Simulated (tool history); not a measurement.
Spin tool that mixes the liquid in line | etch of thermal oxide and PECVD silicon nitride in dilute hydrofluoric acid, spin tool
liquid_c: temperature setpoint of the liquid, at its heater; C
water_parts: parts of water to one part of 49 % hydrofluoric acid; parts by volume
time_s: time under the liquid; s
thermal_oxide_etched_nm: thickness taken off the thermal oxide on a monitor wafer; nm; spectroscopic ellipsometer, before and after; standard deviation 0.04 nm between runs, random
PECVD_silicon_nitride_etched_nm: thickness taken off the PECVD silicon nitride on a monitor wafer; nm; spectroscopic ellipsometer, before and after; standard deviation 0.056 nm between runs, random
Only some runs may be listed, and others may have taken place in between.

| run | hour | liquid_c | water_parts | time_s | thermal_oxide_etched_nm | PECVD_silicon_nitride_etched_nm |
|---|---|---|---|---|---|---|
| 1 | 0 | 25 | 210 | 180 | 3.8657 | 2.6038 |
| 2 | 7.5 | 25 | 210 | 235 | 5.0549 | 3.4087 |
| 3 | 10.5 | 23.5 | 210 | 235 | 4.7661 | 3.1328 |
| 4 | 14.6 | 23.5 | 155 | 235 | 6.889 | 4.0947 |
| 5 | 18.9 | 24.5 | 165 | 240 | 6.7852 | 4.3002 |
| 6 | 21.8 | 25 | 170 | 240 | 6.601 | 4.3087 |
| 7 | 28.2 | 25.5 | 175 | 240 | 6.5827 | 4.2397 |

Run 8 has not been measured yet. What should we expect?
| 8 | 31.5 | 26.5 | 185 | 245 | ? | ? |

{"run 8": {"thermal_oxide_etched_nm": 6.4981, "PECVD_silicon_nitride_etched_nm": 4.4331}}
